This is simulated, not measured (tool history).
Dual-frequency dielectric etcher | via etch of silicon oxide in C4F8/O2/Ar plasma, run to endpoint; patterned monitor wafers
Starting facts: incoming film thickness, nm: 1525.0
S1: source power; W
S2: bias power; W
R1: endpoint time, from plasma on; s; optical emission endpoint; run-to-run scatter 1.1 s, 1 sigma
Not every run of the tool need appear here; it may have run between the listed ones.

run	day	S1	S2	R1
1	0	2390	1485	310.1
2	0.371	2000	1485	349.98
3	0.733	2000	1336	358.95
4	1.025	2330	1336	325.79
5	1.3	2330	1431	317.27
6	1.558	2420	1434	310.97
7	1.696	2490	1437	305.26
8	1.892	2550	1439	299.24
9	2.271	2580	1440	297.62

What will run 10 give?
10	2.554	2610	1441	?

Run 10 gave R1 295.82 s.

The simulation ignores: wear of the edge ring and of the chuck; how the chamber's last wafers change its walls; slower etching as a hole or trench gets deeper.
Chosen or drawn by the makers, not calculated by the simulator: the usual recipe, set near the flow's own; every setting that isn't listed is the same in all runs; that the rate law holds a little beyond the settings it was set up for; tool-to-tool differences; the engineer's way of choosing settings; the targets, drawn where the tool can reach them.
